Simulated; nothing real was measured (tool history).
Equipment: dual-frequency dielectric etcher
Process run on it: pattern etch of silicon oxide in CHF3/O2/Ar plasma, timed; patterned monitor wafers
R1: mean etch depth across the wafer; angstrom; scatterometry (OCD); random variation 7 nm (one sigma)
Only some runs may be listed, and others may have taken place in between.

Run 1, hour 0: source power (kW) 0.85, bias power (kW) 0.218, etch time (s) 531.5. Result: R1 12435 angstrom.
Run 2, hour 2: source power (kW) 0.85, bias power (kW) 0.249, etch time (s) 531.5. Result: R1 13025 angstrom.
Run 3, hour 7.1: source power (kW) 0.85, bias power (kW) 0.249, etch time (s) 555. Result: R1 13553 angstrom.
Run 4, hour 9.1: source power (kW) 0.8, bias power (kW) 0.24, etch time (s) 552.5. Result: R1 12908 angstrom.
Run 5, hour 12: source power (kW) 0.8, bias power (kW) 0.225, etch time (s) 552.5. Result: R1 12750 angstrom.
Run 6, hour 20.1: source power (kW) 0.8, bias power (kW) 0.193, etch time (s) 552.5. Result: R1 11980 angstrom.
Run 7, hour 22.1: source power (kW) 0.64, bias power (kW) 0.184, etch time (s) 551.5. Result: R1 10375 angstrom.
Run 8, hour 25: source power (kW) 0.66, bias power (kW) 0.185, etch time (s) 551.5. Result: R1 10621 angstrom.

Forecast run 9:
Run 9, hour 26.4: source power (kW) 0.67, bias power (kW) 0.185, etch time (s) 551.5. Result: R1 ?.

R1: 10575 angstrom
